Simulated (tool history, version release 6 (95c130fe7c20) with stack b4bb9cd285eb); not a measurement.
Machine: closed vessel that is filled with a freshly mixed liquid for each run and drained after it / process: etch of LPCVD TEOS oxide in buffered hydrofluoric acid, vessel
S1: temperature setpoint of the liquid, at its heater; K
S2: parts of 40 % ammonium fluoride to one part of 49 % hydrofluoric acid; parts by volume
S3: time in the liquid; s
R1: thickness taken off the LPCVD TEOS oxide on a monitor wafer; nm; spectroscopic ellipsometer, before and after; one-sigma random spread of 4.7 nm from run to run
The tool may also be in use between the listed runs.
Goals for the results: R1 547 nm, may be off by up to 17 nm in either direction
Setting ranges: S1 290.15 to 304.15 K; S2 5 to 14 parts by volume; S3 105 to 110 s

Run 1, hour 0: S1 296.15 K, S2 8.5 parts by volume, S3 105 s. Result: R1 304.71 nm.
Run 2, hour 8.3: S1 299.15 K, S2 8.5 parts by volume, S3 105 s. Result: R1 364.89 nm.
Run 3, hour 15.2: S1 300.65 K, S2 8 parts by volume, S3 105 s. Result: R1 426.62 nm.
Run 4, hour 19.2: S1 300.65 K, S2 8 parts by volume, S3 110 s. Result: R1 442.51 nm.
Run 5, hour 21.8: S1 300.65 K, S2 6 parts by volume, S3 110 s. Result: R1 575.77 nm.
Run 6, hour 22.9: S1 304.15 K, S2 6 parts by volume, S3 110 s. Result: R1 696.19 nm.
Run 7, hour 28: S1 302.65 K, S2 6 parts by volume, S3 110 s. Result: R1 643.42 nm.
Run 8, hour 34.2: S1 301.65 K, S2 6 parts by volume, S3 110 s. Result: R1 599.55 nm.
Run 9, hour 35.3: S1 301.15 K, S2 6 parts by volume, S3 110 s. Result: R1 590.07 nm.
Run 10, hour 43.5: S1 301.15 K, S2 6 parts by volume, S3 110 s. Result: R1 592.29 nm.

Of the 5 settings listed for the next run, only one would bring every result within its allowed miss of target. Which one?
Run A, hour 51.7: S1 299.65 K, S2 5 parts by volume, S3 105 s. Result: R1 ?.
Run B, hour 51.7: S1 300.65 K, S2 6 parts by volume, S3 105 s. Result: R1 ?.
Run C, hour 51.7: S1 301.15 K, S2 5.5 parts by volume, S3 110 s. Result: R1 ?.
Run D, hour 51.7: S1 301.65 K, S2 5.5 parts by volume, S3 110 s. Result: R1 ?.
Run E, hour 51.7: S1 303.15 K, S2 6 parts by volume, S3 110 s. Result: R1 ?.

move      R1
   A  611.82
   B   553.2
   C  640.59
   D  657.75
   E  661.22
A: misses by more than the last run did
B: every result within its allowed miss
C: misses by more than the last run did
D: misses by more than the last run did
E: misses by more than the last run did
The right move is B.
